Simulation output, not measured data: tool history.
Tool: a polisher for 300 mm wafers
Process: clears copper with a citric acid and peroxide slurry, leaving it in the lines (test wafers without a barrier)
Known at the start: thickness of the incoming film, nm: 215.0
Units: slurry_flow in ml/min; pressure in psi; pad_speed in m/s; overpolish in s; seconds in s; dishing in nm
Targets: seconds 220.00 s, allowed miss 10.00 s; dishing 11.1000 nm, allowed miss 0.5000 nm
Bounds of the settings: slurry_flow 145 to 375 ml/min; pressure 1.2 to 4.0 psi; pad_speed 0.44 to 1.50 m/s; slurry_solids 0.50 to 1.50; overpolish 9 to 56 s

run,day,slurry_flow,pressure,pad_speed,slurry_solids,overpolish,seconds,dishing
1,0.000,240,2.6,0.96,1.00,29,113.72,38.5890
2,0.292,200,2.6,0.96,1.00,29,120.84,37.7970
3,0.629,200,2.6,0.72,1.00,29,154.53,29.2920
4,0.775,215,2.5,0.70,1.00,26,163.28,24.5230
5,0.962,215,2.5,0.70,1.00,37,160.94,34.7250
6,1.017,215,2.5,0.70,1.00,42,158.79,38.2550
7,1.246,235,2.4,0.66,1.00,37,180.45,31.4550
8,1.458,220,2.4,0.64,1.05,33,180.84,28.2450
9,1.592,220,2.4,0.62,1.00,30,186.99,24.6330
10,1.771,225,2.4,0.62,0.95,27,188.93,21.9020
11,1.892,225,2.4,0.62,0.90,25,191.53,20.0450
12,2.133,225,2.4,0.62,0.85,23,197.80,18.7950
13,2.433,230,2.4,0.62,0.85,21,198.14,17.0870
14,2.575,240,2.1,0.62,0.85,9,215.07,6.7694
15,2.688,235,2.2,0.62,0.80,9,209.64,6.9685
16,2.996,215,2.2,0.60,0.75,23,224.47,16.3890
17,3.158,230,2.2,0.60,0.75,23,221.32,16.4690
18,3.192,230,2.2,0.60,0.75,23,221.25,16.3690

4 next moves are on the table. One of them brings every result within its allowed miss. Which?
A,3.225,230,2.1,0.66,0.70,15,?,?
B,3.225,220,1.8,0.76,0.75,43,?,?
C,3.225,250,1.2,0.92,1.20,14,?,?
D,3.225,275,2.2,0.60,0.75,17,?,?

move,seconds,dishing
A,215.96,11.0720
B,213.89,29.7760
C,221.70,10.0050
D,218.70,12.3500
A: meets every target
B: further off than the last run
C: takes the result that was furthest off past its target
D: nearer than the last run, and not there yet
Move A is the one to make.
